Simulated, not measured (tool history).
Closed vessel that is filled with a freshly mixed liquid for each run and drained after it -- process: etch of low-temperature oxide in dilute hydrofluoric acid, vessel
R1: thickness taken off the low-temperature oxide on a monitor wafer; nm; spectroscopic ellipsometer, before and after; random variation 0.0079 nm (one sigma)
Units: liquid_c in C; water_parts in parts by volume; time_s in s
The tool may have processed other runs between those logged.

Run 1, hour 0.0: liquid_c 21.0 C, water_parts 250 parts by volume, time_s 30 s. Result: R1 1.1717 nm.
Run 2, hour 5.5: liquid_c 22.5 C, water_parts 245 parts by volume, time_s 30 s. Result: R1 1.2703 nm.
Run 3, hour 13.9: liquid_c 23.5 C, water_parts 245 parts by volume, time_s 30 s. Result: R1 1.3293 nm.
Run 4, hour 19.0: liquid_c 23.5 C, water_parts 245 parts by volume, time_s 30 s. Result: R1 1.3186 nm.
Run 5, hour 27.7: liquid_c 23.5 C, water_parts 245 parts by volume, time_s 30 s. Result: R1 1.3068 nm.
Run 6, hour 32.0: liquid_c 25.0 C, water_parts 245 parts by volume, time_s 30 s. Result: R1 1.3759 nm.
Run 7, hour 38.5: liquid_c 25.5 C, water_parts 240 parts by volume, time_s 30 s. Result: R1 1.4661 nm.
Run 8, hour 45.6: liquid_c 26.0 C, water_parts 240 parts by volume, time_s 30 s. Result: R1 1.4838 nm.
Run 9, hour 53.4: liquid_c 26.5 C, water_parts 240 parts by volume, time_s 30 s. Result: R1 1.5079 nm.

For run 10, what comes out?
Run 10, hour 58.1: liquid_c 29.0 C, water_parts 230 parts by volume, time_s 30 s. Result: R1 ?.

R1: 1.7442 nm
